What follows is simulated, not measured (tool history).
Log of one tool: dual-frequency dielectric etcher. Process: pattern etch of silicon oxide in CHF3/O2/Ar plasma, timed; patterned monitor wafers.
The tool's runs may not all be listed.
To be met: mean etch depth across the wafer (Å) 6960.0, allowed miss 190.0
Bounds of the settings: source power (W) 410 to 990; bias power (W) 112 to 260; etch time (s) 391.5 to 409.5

run	hour	source power (W)	bias power (W)	etch time (s)	mean etch depth across the wafer (Å)
1	0.0	700	186	391.5	8346.2
2	5.3	700	157	391.5	7790.4
3	9.4	700	157	391.5	7790.6
4	16.2	650	157	391.5	7600.1
5	24.6	630	155	391.5	7527.7
6	28.2	610	153	391.5	7395.8
7	28.7	600	152	391.5	7361.1
8	35.5	590	151	391.5	7304.0
9	44.5	580	150	391.5	7222.6
# hour 45.0: wet clean of the chamber
10	45.0	520	145	391.5	7155.4

4 next moves are on the table. One of them brings every result within its allowed miss. Which?
A	45.5	570	152	396.5	?
B	45.5	480	153	401.0	?
C	45.5	580	145	391.5	?
D	45.5	520	139	391.5	?

move	mean etch depth across the wafer (Å)
A	7548.4
B	7313.1
C	7353.7
D	7024.1
A: further off than the last run
B: further off than the last run
C: further off than the last run
D: meets every target
The right move is D.

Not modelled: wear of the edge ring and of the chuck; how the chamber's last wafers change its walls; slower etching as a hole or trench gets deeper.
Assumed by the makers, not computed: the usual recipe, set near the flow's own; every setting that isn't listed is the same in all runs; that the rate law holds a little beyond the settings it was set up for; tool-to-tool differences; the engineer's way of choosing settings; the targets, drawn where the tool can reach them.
